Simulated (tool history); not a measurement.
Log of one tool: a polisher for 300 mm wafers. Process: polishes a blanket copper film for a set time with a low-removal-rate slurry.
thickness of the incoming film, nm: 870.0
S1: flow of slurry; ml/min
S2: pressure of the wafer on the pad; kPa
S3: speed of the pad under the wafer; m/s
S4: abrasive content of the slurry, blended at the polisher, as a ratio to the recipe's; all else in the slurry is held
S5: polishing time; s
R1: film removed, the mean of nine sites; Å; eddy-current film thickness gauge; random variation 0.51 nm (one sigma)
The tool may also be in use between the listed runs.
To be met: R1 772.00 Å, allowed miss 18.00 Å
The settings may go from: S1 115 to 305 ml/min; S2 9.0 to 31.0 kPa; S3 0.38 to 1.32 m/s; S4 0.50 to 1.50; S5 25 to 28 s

{"run": 1, "day": 0.0, "S1": 195, "S2": 20.0, "S3": 0.84, "S4": 1.0, "S5": 28, "R1": 587.98}
{"run": 2, "day": 0.104, "S1": 195, "S2": 20.0, "S3": 0.7, "S4": 1.0, "S5": 28, "R1": 503.86}
{"run": 3, "day": 0.25, "S1": 200, "S2": 21.4, "S3": 0.7, "S4": 1.0, "S5": 28, "R1": 526.11}
{"run": 4, "day": 0.55, "S1": 200, "S2": 21.4, "S3": 0.7, "S4": 0.85, "S5": 28, "R1": 495.93}
{"run": 5, "day": 0.862, "S1": 200, "S2": 22.8, "S3": 0.7, "S4": 0.85, "S5": 28, "R1": 523.02}
{"run": 6, "day": 1.117, "S1": 200, "S2": 22.8, "S3": 0.7, "S4": 0.75, "S5": 28, "R1": 492.59}
{"run": 7, "day": 1.179, "S1": 205, "S2": 24.1, "S3": 0.72, "S4": 0.75, "S5": 28, "R1": 525.9}
{"run": 8, "day": 1.442, "S1": 210, "S2": 29.6, "S3": 0.82, "S4": 0.75, "S5": 28, "R1": 684.67}
{"run": 9, "day": 1.696, "S1": 210, "S2": 29.6, "S3": 0.84, "S4": 0.75, "S5": 28, "R1": 694.69}
{"run": 10, "day": 2.029, "S1": 210, "S2": 29.6, "S3": 0.86, "S4": 0.75, "S5": 28, "R1": 718.28}
{"run": 11, "day": 2.121, "S1": 215, "S2": 30.3, "S3": 0.88, "S4": 0.75, "S5": 28, "R1": 744.11}

5 next moves are on the table. One of them brings every result within its allowed miss. Which?
{"run": "A", "day": 2.212, "S1": 305, "S2": 28.3, "S3": 0.9, "S4": 0.7, "S5": 28, "R1": "?"}
{"run": "B", "day": 2.212, "S1": 220, "S2": 31.0, "S3": 0.92, "S4": 0.8, "S5": 25, "R1": "?"}
{"run": "C", "day": 2.212, "S1": 220, "S2": 30.3, "S3": 0.92, "S4": 0.85, "S5": 27, "R1": "?"}
{"run": "D", "day": 2.212, "S1": 205, "S2": 26.9, "S3": 0.98, "S4": 0.75, "S5": 27, "R1": "?"}
{"run": "E", "day": 2.212, "S1": 220, "S2": 29.6, "S3": 0.88, "S4": 0.75, "S5": 28, "R1": "?"}

move=A R1=730.41
move=B R1=715.55
move=C R1=775.29
move=D R1=720.51
move=E R1=730.79
A: further off than the last run
B: further off than the last run
C: meets every target
D: further off than the last run
E: further off than the last run
The right move is C.

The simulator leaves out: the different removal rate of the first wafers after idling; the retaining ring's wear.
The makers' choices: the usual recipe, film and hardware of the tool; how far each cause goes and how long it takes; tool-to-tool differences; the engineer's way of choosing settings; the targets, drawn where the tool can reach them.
